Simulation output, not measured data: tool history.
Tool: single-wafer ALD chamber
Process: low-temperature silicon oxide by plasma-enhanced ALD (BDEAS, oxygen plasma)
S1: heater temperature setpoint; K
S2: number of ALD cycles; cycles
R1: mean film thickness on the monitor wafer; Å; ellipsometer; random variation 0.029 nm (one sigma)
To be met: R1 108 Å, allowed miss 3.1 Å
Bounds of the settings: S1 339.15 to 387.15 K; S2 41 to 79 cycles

run  hour      S1  S2      R1
  1     0  363.15  60  83.125
  2   7.6  361.15  63  87.695
  3    16  359.15  66  92.378
  4  17.2  358.15  68   95.55
  5  23.3  357.15  70   99.01
  6  30.2  356.15  71  100.22
  7    38  356.15  71  100.56
  8  40.5  355.15  72  102.45
  9  44.8  354.15  73  103.81

4 next moves are on the table. One of them brings every result within its allowed miss. Which?
  A  49.1  339.15  77   ?
  B  49.1  366.15  72   ?
  C  49.1  350.15  79   ?
  D  49.1  358.15  76   ?

move      R1
   A  114.22
   B  98.563
   C   113.5
   D  106.61
A: takes the result that was furthest off past its target
B: further off than the last run
C: takes the result that was furthest off past its target
D: meets every target
The right move is D.
